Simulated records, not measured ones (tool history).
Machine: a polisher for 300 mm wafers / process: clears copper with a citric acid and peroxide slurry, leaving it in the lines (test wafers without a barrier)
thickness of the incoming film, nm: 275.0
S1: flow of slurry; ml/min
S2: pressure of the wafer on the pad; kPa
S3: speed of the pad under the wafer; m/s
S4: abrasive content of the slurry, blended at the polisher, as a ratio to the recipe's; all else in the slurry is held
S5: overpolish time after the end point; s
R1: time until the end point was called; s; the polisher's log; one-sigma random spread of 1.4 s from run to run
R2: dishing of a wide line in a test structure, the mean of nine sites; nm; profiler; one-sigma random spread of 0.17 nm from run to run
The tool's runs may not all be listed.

| run | day | S1 | S2 | S3 | S4 | S5 | R1 | R2 |
|---|---|---|---|---|---|---|---|---|
| 1 | 0.000 | 185 | 18.6 | 1.06 | 1.00 | 19 | 120.85 | 30.428 |
| 2 | 0.292 | 185 | 18.6 | 0.90 | 1.00 | 19 | 141.15 | 27.732 |
| 3 | 0.529 | 165 | 17.2 | 1.04 | 0.90 | 16 | 139.91 | 23.507 |
| 4 | 0.896 | 165 | 17.2 | 0.94 | 0.90 | 16 | 149.11 | 21.015 |
| 5 | 0.942 | 150 | 17.9 | 0.94 | 0.80 | 14 | 148.67 | 18.585 |
| 6 | 1.312 | 145 | 18.6 | 0.92 | 0.75 | 12 | 151.91 | 16.775 |
| 7 | 1.450 | 135 | 19.3 | 0.92 | 0.70 | 11 | 150.27 | 15.533 |
| 8 | 1.588 | 130 | 20.0 | 0.92 | 0.65 | 10 | 146.73 | 13.921 |
| 9 | 1.738 | 140 | 22.1 | 0.90 | 0.55 | 7 | 135.48 | 10.504 |
| 10 | 2.083 | 135 | 22.1 | 0.90 | 0.55 | 7 | 137.66 | 10.561 |

Run 11 is up next; what results do you expect?
| 11 | 2.175 | 130 | 22.1 | 0.90 | 0.55 | 7 | ? | ? |

{"run 11": {"R1": 140.38, "R2": 10.832}}
